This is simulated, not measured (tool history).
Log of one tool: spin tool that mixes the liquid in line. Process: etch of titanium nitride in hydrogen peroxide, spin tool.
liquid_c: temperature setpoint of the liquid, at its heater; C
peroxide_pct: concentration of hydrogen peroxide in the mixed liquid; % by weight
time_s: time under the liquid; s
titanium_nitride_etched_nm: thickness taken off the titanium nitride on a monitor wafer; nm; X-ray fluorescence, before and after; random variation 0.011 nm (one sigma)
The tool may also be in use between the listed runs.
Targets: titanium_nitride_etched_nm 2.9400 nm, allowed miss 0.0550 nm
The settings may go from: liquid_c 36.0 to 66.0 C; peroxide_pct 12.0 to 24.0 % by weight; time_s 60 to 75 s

Run 1, hour 0.0: liquid_c 52.0 C, peroxide_pct 16.0 % by weight, time_s 75 s. Result: titanium_nitride_etched_nm 3.4844 nm.
Run 2, hour 5.1: liquid_c 52.0 C, peroxide_pct 16.0 % by weight, time_s 75 s. Result: titanium_nitride_etched_nm 3.5047 nm.
Run 3, hour 13.6: liquid_c 51.5 C, peroxide_pct 16.0 % by weight, time_s 75 s. Result: titanium_nitride_etched_nm 3.3825 nm.
Run 4, hour 17.3: liquid_c 58.5 C, peroxide_pct 16.0 % by weight, time_s 75 s. Result: titanium_nitride_etched_nm 5.5234 nm.
Run 5, hour 20.5: liquid_c 57.5 C, peroxide_pct 16.0 % by weight, time_s 75 s. Result: titanium_nitride_etched_nm 5.1385 nm.
Run 6, hour 23.8: liquid_c 56.5 C, peroxide_pct 16.0 % by weight, time_s 75 s. Result: titanium_nitride_etched_nm 4.8029 nm.
Run 7, hour 24.9: liquid_c 55.5 C, peroxide_pct 16.0 % by weight, time_s 75 s. Result: titanium_nitride_etched_nm 4.5053 nm.
Run 8, hour 27.4: liquid_c 55.0 C, peroxide_pct 16.0 % by weight, time_s 75 s. Result: titanium_nitride_etched_nm 4.3137 nm.
Run 9, hour 35.5: liquid_c 54.5 C, peroxide_pct 16.0 % by weight, time_s 75 s. Result: titanium_nitride_etched_nm 4.1763 nm.
Run 10, hour 42.8: liquid_c 48.5 C, peroxide_pct 16.0 % by weight, time_s 75 s. Result: titanium_nitride_etched_nm 2.7149 nm.
Run 11, hour 45.5: liquid_c 49.0 C, peroxide_pct 16.0 % by weight, time_s 75 s. Result: titanium_nitride_etched_nm 2.8386 nm.

4 next moves are on the table. One of them brings every result within its allowed miss. Which?
Run A, hour 48.2: liquid_c 49.5 C, peroxide_pct 15.5 % by weight, time_s 70 s. Result: titanium_nitride_etched_nm ?.
Run B, hour 48.2: liquid_c 51.0 C, peroxide_pct 19.0 % by weight, time_s 60 s. Result: titanium_nitride_etched_nm ?.
Run C, hour 48.2: liquid_c 52.0 C, peroxide_pct 15.0 % by weight, time_s 60 s. Result: titanium_nitride_etched_nm ?.
Run D, hour 48.2: liquid_c 52.0 C, peroxide_pct 20.5 % by weight, time_s 60 s. Result: titanium_nitride_etched_nm ?.

move  titanium_nitride_etched_nm
   A                      2.7077
   B                      2.7002
   C                      2.7588
   D                      2.9481
A: further off than the last run
B: further off than the last run
C: further off than the last run
D: meets every target
The right move is D.

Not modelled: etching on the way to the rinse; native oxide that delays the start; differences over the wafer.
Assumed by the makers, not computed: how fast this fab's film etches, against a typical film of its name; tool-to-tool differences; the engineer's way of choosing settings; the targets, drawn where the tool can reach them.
